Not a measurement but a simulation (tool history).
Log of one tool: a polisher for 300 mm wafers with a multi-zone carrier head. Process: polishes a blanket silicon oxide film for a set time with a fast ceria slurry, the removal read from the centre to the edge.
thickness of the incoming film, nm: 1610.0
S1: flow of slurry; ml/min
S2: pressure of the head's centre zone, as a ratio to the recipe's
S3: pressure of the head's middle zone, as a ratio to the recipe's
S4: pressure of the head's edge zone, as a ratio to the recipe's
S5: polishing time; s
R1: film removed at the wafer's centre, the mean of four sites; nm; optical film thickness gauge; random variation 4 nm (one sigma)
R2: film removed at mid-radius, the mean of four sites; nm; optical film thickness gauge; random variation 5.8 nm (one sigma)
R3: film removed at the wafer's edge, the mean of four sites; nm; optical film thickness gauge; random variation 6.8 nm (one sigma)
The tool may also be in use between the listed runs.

Run 1, hour 0.0: S1 240 ml/min, S2 1.00, S3 1.00, S4 1.00, S5 40 s. Result: R1 485.38 nm, R2 497.57 nm, R3 502.68 nm.
Run 2, hour 8.3: S1 240 ml/min, S2 1.00, S3 1.03, S4 1.00, S5 40 s. Result: R1 482.84 nm, R2 505.51 nm, R3 501.14 nm.
Run 3, hour 12.8: S1 240 ml/min, S2 1.00, S3 1.03, S4 0.97, S5 40 s. Result: R1 487.16 nm, R2 514.01 nm, R3 490.98 nm.
Run 4, hour 20.4: S1 245 ml/min, S2 1.01, S3 1.04, S4 0.98, S5 40 s. Result: R1 492.77 nm, R2 517.84 nm, R3 492.74 nm.
Run 5, hour 24.3: S1 245 ml/min, S2 1.01, S3 1.04, S4 0.98, S5 47 s. Result: R1 578.62 nm, R2 609.01 nm, R3 583.47 nm.
Run 6, hour 29.4: S1 245 ml/min, S2 0.94, S3 1.04, S4 0.98, S5 47 s. Result: R1 538.50 nm, R2 611.25 nm, R3 593.72 nm.
Run 7, hour 35.6: S1 250 ml/min, S2 0.95, S3 1.03, S4 0.98, S5 47 s. Result: R1 539.71 nm, R2 610.44 nm, R3 592.10 nm.

Forecast run 8:
Run 8, hour 43.1: S1 250 ml/min, S2 0.96, S3 1.02, S4 0.98, S5 47 s. Result: R1 ?, R2 ?, R3 ?.

{"run 8": {"R1": 558.97, "R2": 593.41, "R3": 588.54}}
